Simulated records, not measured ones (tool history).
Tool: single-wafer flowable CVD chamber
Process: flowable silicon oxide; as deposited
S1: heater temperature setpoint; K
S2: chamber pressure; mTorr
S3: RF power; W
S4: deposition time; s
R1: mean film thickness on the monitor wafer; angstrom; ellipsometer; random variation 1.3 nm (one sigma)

Run 1, hour 0: S1 378.15 K, S2 713 mTorr, S3 2465 W, S4 1045 s. Result: R1 5076.6 angstrom.
Run 2, hour 3.9: S1 384.15 K, S2 713 mTorr, S3 2465 W, S4 1045 s. Result: R1 4131 angstrom.
Run 3, hour 13: S1 384.15 K, S2 713 mTorr, S3 2285 W, S4 1045 s. Result: R1 4052 angstrom.
Run 4, hour 19.3: S1 384.15 K, S2 778 mTorr, S3 2285 W, S4 1045 s. Result: R1 4439.6 angstrom.
Run 5, hour 20.3: S1 384.15 K, S2 778 mTorr, S3 2285 W, S4 1078 s. Result: R1 4576.1 angstrom.
Run 6, hour 26.3: S1 384.15 K, S2 778 mTorr, S3 2110 W, S4 1078 s. Result: R1 4491.7 angstrom.
Run 7, hour 28.2: S1 386.15 K, S2 778 mTorr, S3 2110 W, S4 1078 s. Result: R1 4252.7 angstrom.

The next listed run, before its measurement:
Run 8, hour 36.8: S1 398.15 K, S2 775 mTorr, S3 2110 W, S4 1078 s. Result: R1 ?.

R1: 2950.3 angstrom

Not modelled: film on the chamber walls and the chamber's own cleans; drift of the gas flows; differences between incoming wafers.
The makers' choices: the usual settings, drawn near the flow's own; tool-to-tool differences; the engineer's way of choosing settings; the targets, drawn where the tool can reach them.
